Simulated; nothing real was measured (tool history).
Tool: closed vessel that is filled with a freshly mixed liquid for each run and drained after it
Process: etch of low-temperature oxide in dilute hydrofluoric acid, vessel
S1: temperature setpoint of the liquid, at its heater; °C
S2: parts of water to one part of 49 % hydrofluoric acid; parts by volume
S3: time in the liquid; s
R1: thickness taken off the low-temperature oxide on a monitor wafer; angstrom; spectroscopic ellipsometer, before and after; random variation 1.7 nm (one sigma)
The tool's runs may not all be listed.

{"run": 1, "day": 0.0, "S1": 21, "S2": 215, "S3": 835, "R1": 784.94}
{"run": 2, "day": 0.079, "S1": 23, "S2": 165, "S3": 850, "R1": 1192.2}
{"run": 3, "day": 0.262, "S1": 23, "S2": 220, "S3": 850, "R1": 834.62}
{"run": 4, "day": 0.525, "S1": 23, "S2": 165, "S3": 850, "R1": 1184.2}
{"run": 5, "day": 0.604, "S1": 23, "S2": 115, "S3": 850, "R1": 1791.5}
{"run": 6, "day": 0.946, "S1": 23, "S2": 160, "S3": 850, "R1": 1227.6}
{"run": 7, "day": 1.012, "S1": 24.5, "S2": 125, "S3": 860, "R1": 1735}

The next listed run, before its measurement:
{"run": 8, "day": 1.383, "S1": 25.5, "S2": 100, "S3": 860, "R1": "?"}

{"run 8": {"R1": 2350.4}}
